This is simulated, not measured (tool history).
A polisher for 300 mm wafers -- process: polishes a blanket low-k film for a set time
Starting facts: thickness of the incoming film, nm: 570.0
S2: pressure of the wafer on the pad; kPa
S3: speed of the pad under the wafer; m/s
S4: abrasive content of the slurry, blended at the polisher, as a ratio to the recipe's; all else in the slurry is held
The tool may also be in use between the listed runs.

Run 1, hour 0: flow of slurry (ml/min) 195, S2 15.2 kPa, S3 1 m/s, S4 1, polishing time (s) 23. Result: film removed (angstrom) 93.911.
Run 2, hour 6: flow of slurry (ml/min) 200, S2 15.9 kPa, S3 1 m/s, S4 1, polishing time (s) 23. Result: film removed (angstrom) 100.18.
Run 3, hour 13.4: flow of slurry (ml/min) 200, S2 13.1 kPa, S3 1 m/s, S4 1, polishing time (s) 23. Result: film removed (angstrom) 82.373.
Run 4, hour 14.2: flow of slurry (ml/min) 200, S2 13.1 kPa, S3 1.24 m/s, S4 1, polishing time (s) 23. Result: film removed (angstrom) 94.523.
At hour 19: worn pad replaced by a new one.
Run 5, hour 19: flow of slurry (ml/min) 200, S2 9.7 kPa, S3 1.24 m/s, S4 1, polishing time (s) 23. Result: film removed (angstrom) 76.262.
Run 6, hour 25.5: flow of slurry (ml/min) 205, S2 10.3 kPa, S3 1.24 m/s, S4 1, polishing time (s) 23. Result: film removed (angstrom) 81.961.
Run 7, hour 31.3: flow of slurry (ml/min) 215, S2 11 kPa, S3 1.24 m/s, S4 1, polishing time (s) 23. Result: film removed (angstrom) 87.796.
Run 8, hour 38.4: flow of slurry (ml/min) 270, S2 15.2 kPa, S3 1.26 m/s, S4 1, polishing time (s) 23. Result: film removed (angstrom) 124.66.

Run 9, settings as shown, results not yet in. Your forecast:
Run 9, hour 46.7: flow of slurry (ml/min) 280, S2 15.2 kPa, S3 1.26 m/s, S4 1, polishing time (s) 23. Result: film removed (angstrom) ?.

Logged for run 9: film removed (angstrom) 123.76.
